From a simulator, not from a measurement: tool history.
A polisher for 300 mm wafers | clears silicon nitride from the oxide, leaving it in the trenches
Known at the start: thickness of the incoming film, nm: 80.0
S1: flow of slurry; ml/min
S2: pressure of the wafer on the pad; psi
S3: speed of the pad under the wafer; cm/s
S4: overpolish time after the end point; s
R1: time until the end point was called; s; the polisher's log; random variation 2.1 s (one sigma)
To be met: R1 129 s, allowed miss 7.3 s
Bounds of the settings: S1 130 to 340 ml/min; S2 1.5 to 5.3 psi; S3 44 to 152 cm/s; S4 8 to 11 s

run  hour   S1   S2  S3  S4      R1
  1     0  220  3.4  98  11  56.738
  2   4.5  220  3.4  84  11  64.083
  3  11.6  220  3.4  84   8  61.469
  4  12.5  220  3.4  66   8  76.267
  5  16.7  220  2.9  64   8  92.171
  6  22.8  220  2.9  82   8  73.939
  7  29.2  220  2.5  76   8   91.27
  8  34.8  220  2.2  74   8  102.61
  9  42.9  220    2  74   8  115.26

Which of these 4 next moves meets every target?
  A    51  260  2.8  60   8   ?
  B    51  230  2.1  74  10   ?
  C    51  215  2.1  86   8   ?
  D    51  240  2.3  52   9   ?

move      R1
   A  95.555
   B  109.88
   C  99.001
   D  128.28
A: further off than the last run
B: further off than the last run
C: further off than the last run
D: meets every target
The right move is D.
